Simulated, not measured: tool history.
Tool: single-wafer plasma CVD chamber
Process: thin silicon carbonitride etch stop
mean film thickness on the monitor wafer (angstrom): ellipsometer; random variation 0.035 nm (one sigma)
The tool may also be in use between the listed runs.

run    day  RF power (kW)  deposition time (s)  mean film thickness on the monitor wafer (angstrom)
  1  0.000          0.260                 19.3                                               117.89
  2  0.188          0.250                 18.8                                               112.74
  3  0.229          0.275                 18.8                                               117.37
  4  0.550          0.275                 20.7                                               129.21
  5  0.821          0.255                 20.7                                               124.57
  6  1.083          0.240                 20.1                                               118.31
  7  1.271          0.230                 19.7                                               113.65
  8  1.354          0.220                 19.4                                               109.74
  9  1.425          0.210                 19.3                                               107.36

Forecast run 10:
 10  1.504          0.205                 19.2                                                    ?

mean film thickness on the monitor wafer (angstrom): 104.74
